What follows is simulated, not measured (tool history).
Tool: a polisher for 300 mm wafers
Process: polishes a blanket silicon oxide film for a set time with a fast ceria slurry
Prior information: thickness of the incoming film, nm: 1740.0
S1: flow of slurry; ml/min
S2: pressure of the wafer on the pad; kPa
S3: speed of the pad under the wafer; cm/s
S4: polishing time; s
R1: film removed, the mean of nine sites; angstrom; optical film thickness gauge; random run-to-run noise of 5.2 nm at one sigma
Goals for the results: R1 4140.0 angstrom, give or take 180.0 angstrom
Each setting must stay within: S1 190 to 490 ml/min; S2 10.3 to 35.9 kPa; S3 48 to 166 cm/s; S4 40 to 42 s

run	hour	S1	S2	S3	S4	R1
1	0.0	315	22.8	106	40	5868.4
2	8.1	315	27.6	106	40	6666.9
3	12.4	315	27.6	106	42	7150.4
4	13.2	315	24.1	104	42	6268.8
5	15.1	355	24.1	104	42	6453.6
6	22.2	350	21.4	102	42	5740.5
7	24.2	350	19.3	102	42	5255.2
8	32.6	350	17.9	102	42	4990.5
9	38.5	350	17.2	102	42	4865.9
10	39.4	350	16.5	102	42	4666.0
11	45.0	345	15.9	102	42	4544.0
12	49.4	340	15.2	102	42	4396.6
# hour 53.8: worn pad replaced by a new one
13	53.8	340	13.8	102	42	4517.7
14	60.3	345	13.1	102	42	4430.3

Which one of the following 5 next-run settings gets every result inside its allowed miss? There is exactly one.
A	66.8	225	14.5	100	42	?
B	66.8	295	11.0	108	41	?
C	66.8	350	12.4	112	42	?
D	66.8	365	12.4	118	42	?
E	66.8	360	16.5	90	42	?

move	R1
A	4494.7
B	4091.0
C	4716.2
D	4975.8
E	4603.0
A: the biggest miss grows against the last run
B: hits every target within its allowed miss
C: the biggest miss grows against the last run
D: the biggest miss grows against the last run
E: the biggest miss grows against the last run
Correct choice: B, which meets every target
